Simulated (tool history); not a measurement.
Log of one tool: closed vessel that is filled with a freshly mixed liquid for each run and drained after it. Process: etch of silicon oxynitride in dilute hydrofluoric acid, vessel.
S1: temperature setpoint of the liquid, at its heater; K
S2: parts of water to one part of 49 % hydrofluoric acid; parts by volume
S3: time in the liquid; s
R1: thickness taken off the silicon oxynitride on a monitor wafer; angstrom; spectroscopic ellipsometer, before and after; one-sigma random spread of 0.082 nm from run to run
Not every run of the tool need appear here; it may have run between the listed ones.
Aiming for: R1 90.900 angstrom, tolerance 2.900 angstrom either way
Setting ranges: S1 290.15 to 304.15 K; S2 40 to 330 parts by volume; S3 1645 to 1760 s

run  hour      S1   S2    S3       R1
  1   0.0  296.15  185  1645  117.530
  2   4.8  294.65  185  1645  108.720
  3  11.2  294.65  185  1760  115.550
  4  18.8  293.65  185  1760  112.000
  5  20.5  292.15  185  1760  102.740
  6  29.4  291.65  185  1760  101.410
     31.4  -- thermometer replaced
  7  31.4  291.15  185  1760  104.690
  8  32.6  290.65  190  1760   98.254

Exercise: of the 4 proposed moves below, exactly one satisfies all targets within the stated allowed misses. Which move is it?
  A  33.8  290.65  170  1760   ?
  B  33.8  291.65  195  1760   ?
  C  33.8  290.15  175  1745   ?
  D  33.8  291.15  210  1760   ?

move       R1
   A  110.310
   B   99.319
   C  103.390
   D   89.246
A: further off than the last run
B: further off than the last run
C: further off than the last run
D: every result within its allowed miss
Correct choice: D, which meets every target
